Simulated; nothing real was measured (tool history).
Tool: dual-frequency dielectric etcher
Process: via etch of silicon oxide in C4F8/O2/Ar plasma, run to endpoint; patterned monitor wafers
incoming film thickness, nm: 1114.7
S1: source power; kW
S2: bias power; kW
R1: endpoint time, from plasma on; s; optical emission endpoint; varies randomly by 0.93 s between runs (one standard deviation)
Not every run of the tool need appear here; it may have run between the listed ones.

| run | day | S1 | S2 | R1 |
|---|---|---|---|---|
| 1 | 0.000 | 2.510 | 2.491 | 178.76 |
| 2 | 0.196 | 2.740 | 2.491 | 171.80 |
| 3 | 0.483 | 2.320 | 2.491 | 183.56 |
| 4 | 0.812 | 2.160 | 2.435 | 190.31 |
| 5 | 0.921 | 2.040 | 2.404 | 195.42 |
| 6 | 1.242 | 2.040 | 2.779 | 187.28 |

What will run 7 give?
| 7 | 1.438 | 1.920 | 2.718 | ? |

R1: 192.85 s
